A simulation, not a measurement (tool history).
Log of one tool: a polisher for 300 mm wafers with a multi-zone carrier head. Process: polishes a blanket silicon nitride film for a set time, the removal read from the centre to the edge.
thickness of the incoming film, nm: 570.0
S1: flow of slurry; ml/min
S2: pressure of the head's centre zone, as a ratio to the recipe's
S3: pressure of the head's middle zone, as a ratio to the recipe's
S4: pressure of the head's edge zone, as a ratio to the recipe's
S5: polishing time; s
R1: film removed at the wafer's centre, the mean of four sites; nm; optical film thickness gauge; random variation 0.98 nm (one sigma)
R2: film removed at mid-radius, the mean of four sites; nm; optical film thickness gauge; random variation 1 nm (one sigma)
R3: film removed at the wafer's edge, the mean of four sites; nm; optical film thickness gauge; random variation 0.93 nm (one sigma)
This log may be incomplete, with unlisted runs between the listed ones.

run	hour	S1	S2	S3	S4	S5	R1	R2	R3
1	0	200	1	1	1	69	160.25	161.18	167.51
2	3.1	200	1	1.04	1	69	159.89	166.49	170.87
3	10.5	195	0.97	1.01	0.97	64	143.37	148.33	152.88
4	11.8	195	1.03	1.01	0.97	64	153.44	150.67	152.81
5	18	190	0.99	1	0.94	60	138.68	138.35	142.54
6	24.8	190	0.97	1	0.92	56	124.9	128.79	129.39
7	28.1	190	0.95	0.98	0.9	54	118.6	122.89	123.68
8	35.8	190	0.93	0.96	0.88	53	114.89	117.49	120.02

What does the tool deliver on the next run?
9	43.8	185	0.91	0.95	0.87	52	?	?	?

Logged for run 9: R1 110.83 nm, R2 113.74 nm, R3 116.44 nm.
